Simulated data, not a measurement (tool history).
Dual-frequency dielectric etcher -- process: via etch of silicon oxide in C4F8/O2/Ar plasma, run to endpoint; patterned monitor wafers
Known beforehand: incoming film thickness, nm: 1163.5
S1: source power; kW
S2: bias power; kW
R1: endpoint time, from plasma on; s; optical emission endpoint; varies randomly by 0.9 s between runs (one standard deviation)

Run 1, day 0.000: S1 1.680 kW, S2 2.519 kW. Result: R1 213.21 s.
Run 2, day 0.183: S1 1.780 kW, S2 2.582 kW. Result: R1 207.66 s.
Run 3, day 0.525: S1 1.520 kW, S2 2.582 kW. Result: R1 224.15 s.
Run 4, day 0.646: S1 1.640 kW, S2 2.641 kW. Result: R1 211.29 s.
Run 5, day 0.679: S1 1.720 kW, S2 2.676 kW. Result: R1 208.41 s.
Run 6, day 0.821: S1 1.450 kW, S2 2.676 kW. Result: R1 224.45 s.
Run 7, day 0.975: S1 1.580 kW, S2 2.737 kW. Result: R1 217.19 s.
Run 8, day 1.079: S1 1.700 kW, S2 2.786 kW. Result: R1 206.90 s.
Run 9, day 1.258: S1 1.770 kW, S2 2.822 kW. Result: R1 203.57 s.

Estimate the outcome of run 10 from the log above:
Run 10, day 1.488: S1 1.840 kW, S2 2.858 kW. Result: R1 ?.

R1: 197.76 s

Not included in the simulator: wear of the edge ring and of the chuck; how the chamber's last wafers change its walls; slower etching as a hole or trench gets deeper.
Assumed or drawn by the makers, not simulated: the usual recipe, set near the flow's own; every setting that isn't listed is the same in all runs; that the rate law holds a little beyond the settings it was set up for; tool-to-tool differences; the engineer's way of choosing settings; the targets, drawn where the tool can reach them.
